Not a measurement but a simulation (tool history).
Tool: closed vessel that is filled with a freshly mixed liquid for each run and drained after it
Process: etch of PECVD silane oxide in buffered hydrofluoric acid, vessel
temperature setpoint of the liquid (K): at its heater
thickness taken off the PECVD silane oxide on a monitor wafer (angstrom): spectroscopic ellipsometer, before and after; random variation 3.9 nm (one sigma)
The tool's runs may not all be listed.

run	hour	temperature setpoint of the liquid (K)	parts of 40 % ammonium fluoride to one part of 49 % hydrofluoric acid (parts by volume)	time in the liquid (s)	thickness taken off the PECVD silane oxide on a monitor wafer (angstrom)
1	0.0	297.15	22.0	85	1528.6
2	5.3	297.15	26.0	85	1387.4
3	11.8	299.15	21.5	85	1738.4
4	19.4	300.65	18.0	85	2221.8
5	25.4	301.65	15.5	85	2682.5
6	31.2	301.65	20.5	85	2091.9
7	39.8	302.65	17.5	85	2505.4
8	40.4	303.15	15.5	85	2939.3
9	44.1	303.65	14.5	85	3238.9
10	45.0	304.15	13.5	85	3473.6

The next listed run, before its measurement:
11	51.2	304.15	13.0	85	?

thickness taken off the PECVD silane oxide on a monitor wafer (angstrom): 3611.9

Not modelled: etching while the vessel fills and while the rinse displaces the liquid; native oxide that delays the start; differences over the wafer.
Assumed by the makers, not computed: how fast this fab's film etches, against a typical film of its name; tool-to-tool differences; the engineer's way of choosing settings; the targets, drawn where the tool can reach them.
